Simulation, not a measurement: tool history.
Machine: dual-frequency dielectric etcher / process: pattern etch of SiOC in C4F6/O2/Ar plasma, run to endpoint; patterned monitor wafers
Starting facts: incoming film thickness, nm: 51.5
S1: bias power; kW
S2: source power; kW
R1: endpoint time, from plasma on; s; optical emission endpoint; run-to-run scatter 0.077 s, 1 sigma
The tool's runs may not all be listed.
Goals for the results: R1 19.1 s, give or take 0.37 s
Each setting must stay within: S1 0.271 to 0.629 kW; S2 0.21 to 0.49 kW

{"run": 1, "hour": 0.0, "S1": 0.45, "S2": 0.35, "R1": 22.336}
{"run": 2, "hour": 1.9, "S1": 0.45, "S2": 0.31, "R1": 23.244}
{"run": 3, "hour": 8.2, "S1": 0.491, "S2": 0.33, "R1": 22.293}
{"run": 4, "hour": 14.0, "S1": 0.54, "S2": 0.33, "R1": 21.639}
{"run": 5, "hour": 15.1, "S1": 0.561, "S2": 0.35, "R1": 20.965}
{"run": 6, "hour": 19.5, "S1": 0.561, "S2": 0.29, "R1": 22.43}
{"run": 7, "hour": 28.1, "S1": 0.629, "S2": 0.36, "R1": 19.92}
{"run": 8, "hour": 31.7, "S1": 0.629, "S2": 0.37, "R1": 19.627}

Below are 5 possible settings for the next run. Only one of them brings all results inside the allowed miss of their targets. Which is it?
{"run": "A", "hour": 35.3, "S1": 0.629, "S2": 0.4, "R1": "?"}
{"run": "B", "hour": 35.3, "S1": 0.587, "S2": 0.35, "R1": "?"}
{"run": "C", "hour": 35.3, "S1": 0.603, "S2": 0.36, "R1": "?"}
{"run": "D", "hour": 35.3, "S1": 0.54, "S2": 0.4, "R1": "?"}
{"run": "E", "hour": 35.3, "S1": 0.624, "S2": 0.35, "R1": "?"}

move=A R1=18.99
move=B R1=20.424
move=C R1=20.027
move=D R1=20.01
move=E R1=19.994
A: meets every target
B: misses by more than the last run did
C: misses by more than the last run did
D: misses by more than the last run did
E: misses by more than the last run did
Answer: A

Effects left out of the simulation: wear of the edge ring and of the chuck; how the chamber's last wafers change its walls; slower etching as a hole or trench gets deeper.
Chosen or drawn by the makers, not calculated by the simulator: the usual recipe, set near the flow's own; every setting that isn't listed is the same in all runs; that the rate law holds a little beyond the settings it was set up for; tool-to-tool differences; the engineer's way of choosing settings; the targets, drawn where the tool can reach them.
